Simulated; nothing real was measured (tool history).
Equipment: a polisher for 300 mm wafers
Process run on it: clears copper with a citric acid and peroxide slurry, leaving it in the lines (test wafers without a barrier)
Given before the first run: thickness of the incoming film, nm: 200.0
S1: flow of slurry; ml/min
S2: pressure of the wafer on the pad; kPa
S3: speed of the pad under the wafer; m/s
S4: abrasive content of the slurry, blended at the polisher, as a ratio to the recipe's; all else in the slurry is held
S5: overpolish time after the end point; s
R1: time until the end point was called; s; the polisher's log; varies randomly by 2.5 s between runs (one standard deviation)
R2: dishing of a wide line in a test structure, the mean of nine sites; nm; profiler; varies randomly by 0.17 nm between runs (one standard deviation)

Run 1, hour 0: S1 155 ml/min, S2 17.9 kPa, S3 1 m/s, S4 1, S5 23 s. Result: R1 123.37 s, R2 30.054 nm.
Run 2, hour 6.2: S1 155 ml/min, S2 17.9 kPa, S3 0.8 m/s, S4 1, S5 23 s. Result: R1 148.51 s, R2 24.479 nm.
Run 3, hour 12.3: S1 195 ml/min, S2 17.9 kPa, S3 0.8 m/s, S4 1, S5 23 s. Result: R1 135.26 s, R2 24.999 nm.
Run 4, hour 16.3: S1 195 ml/min, S2 13.8 kPa, S3 0.8 m/s, S4 1, S5 23 s. Result: R1 178.63 s, R2 19.359 nm.
Run 5, hour 20.6: S1 195 ml/min, S2 12.4 kPa, S3 0.8 m/s, S4 1, S5 23 s. Result: R1 198.55 s, R2 17.71 nm.
Run 6, hour 26.2: S1 195 ml/min, S2 10.3 kPa, S3 0.8 m/s, S4 1, S5 23 s. Result: R1 231.1 s, R2 14.391 nm.
Run 7, hour 28.7: S1 210 ml/min, S2 9.7 kPa, S3 0.86 m/s, S4 1.15, S5 18 s. Result: R1 230.57 s, R2 12.596 nm.

Run 8, settings as shown, results not yet in. Your forecast:
Run 8, hour 36.6: S1 220 ml/min, S2 10.3 kPa, S3 0.86 m/s, S4 0.95, S5 15 s. Result: R1 ?, R2 ?.

R1: 221.51 s
R2: 10.922 nm
